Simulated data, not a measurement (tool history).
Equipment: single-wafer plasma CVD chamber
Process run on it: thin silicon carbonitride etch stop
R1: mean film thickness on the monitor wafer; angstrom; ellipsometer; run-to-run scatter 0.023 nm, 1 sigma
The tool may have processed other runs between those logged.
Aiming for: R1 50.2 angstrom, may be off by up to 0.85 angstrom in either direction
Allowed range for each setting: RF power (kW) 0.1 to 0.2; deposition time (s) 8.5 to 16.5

Run 1, hour 0: RF power (kW) 0.15, deposition time (s) 12.5. Result: R1 63.123 angstrom.
Run 2, hour 5.1: RF power (kW) 0.145, deposition time (s) 12.2. Result: R1 61.6 angstrom.
Run 3, hour 10.9: RF power (kW) 0.135, deposition time (s) 12.2. Result: R1 59.48 angstrom.
Run 4, hour 19.5: RF power (kW) 0.135, deposition time (s) 13.6. Result: R1 66.505 angstrom.
Run 5, hour 20.3: RF power (kW) 0.115, deposition time (s) 13.6. Result: R1 63.797 angstrom.
Run 6, hour 21.1: RF power (kW) 0.115, deposition time (s) 14.8. Result: R1 69.444 angstrom.
Run 7, hour 27.3: RF power (kW) 0.115, deposition time (s) 14.2. Result: R1 65.764 angstrom.
Run 8, hour 32.1: RF power (kW) 0.115, deposition time (s) 13.8. Result: R1 64.726 angstrom.
Run 9, hour 39.6: RF power (kW) 0.115, deposition time (s) 13.3. Result: R1 62.192 angstrom.
Run 10, hour 46.2: RF power (kW) 0.115, deposition time (s) 12.9. Result: R1 60.158 angstrom.
Run 11, hour 48.3: RF power (kW) 0.115, deposition time (s) 12.6. Result: R1 58.855 angstrom.
Run 12, hour 50.6: RF power (kW) 0.115, deposition time (s) 12.4. Result: R1 58.256 angstrom.

Consider the 5 candidate settings below. Which is the only one whose results all fall within their allowed miss of target?
Run A, hour 52.9: RF power (kW) 0.115, deposition time (s) 11. Result: R1 ?.
Run B, hour 52.9: RF power (kW) 0.115, deposition time (s) 10. Result: R1 ?.
Run C, hour 52.9: RF power (kW) 0.115, deposition time (s) 10.8. Result: R1 ?.
Run D, hour 52.9: RF power (kW) 0.13, deposition time (s) 9.9. Result: R1 ?.
Run E, hour 52.9: RF power (kW) 0.11, deposition time (s) 13.5. Result: R1 ?.

move      R1
   A  51.598
   B  46.907
   C   50.66
   D  48.136
   E  62.507
A: nearer than the last run, and not there yet
B: pushes the last run's worst result past its target
C: every result lands within tolerance
D: pushes the last run's worst result past its target
E: moves away from the targets compared with the last run
Correct choice: C, which meets every target
